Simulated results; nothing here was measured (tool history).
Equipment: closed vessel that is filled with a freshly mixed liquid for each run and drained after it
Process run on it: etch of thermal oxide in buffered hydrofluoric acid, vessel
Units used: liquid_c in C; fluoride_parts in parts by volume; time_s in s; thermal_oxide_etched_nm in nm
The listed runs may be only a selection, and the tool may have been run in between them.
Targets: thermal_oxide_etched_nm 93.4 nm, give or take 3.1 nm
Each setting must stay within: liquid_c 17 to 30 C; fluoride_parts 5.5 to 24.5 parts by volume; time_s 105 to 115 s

run    day  liquid_c  fluoride_parts  time_s  thermal_oxide_etched_nm
  1      0        22              15     105                   71.827
  2  0.033        23              15     105                    75.74
  3  0.054        25              15     105                   83.696
  4   0.25      25.5              15     105                    87.39
  5  0.575        22              15     105                   71.379
  6  0.725        23              15     105                   76.218
  7  0.988        24              15     105                   79.849
  8  1.238      24.5              15     105                   82.202
  9  1.429        25              15     105                   83.885
 10  1.608      25.5              15     105                    86.13
 11    1.7        26              15     105                   88.587

5 next moves are on the table. One of them brings every result within its allowed miss. Which?
  A  1.792        24            15.5     115                        ?
  B  1.792      24.5              16     115                        ?
  C  1.792        27            16.5     105                        ?
  D  1.792        25              15     105                        ?
  E  1.792      26.5            15.5     110                        ?

move  thermal_oxide_etched_nm
   A                    84.99
   B                   84.655
   C                   85.839
   D                   84.626
   E                   93.091
A: further off than the last run
B: further off than the last run
C: further off than the last run
D: further off than the last run
E: all results in spec
E is the move that brings every result within its allowed miss.
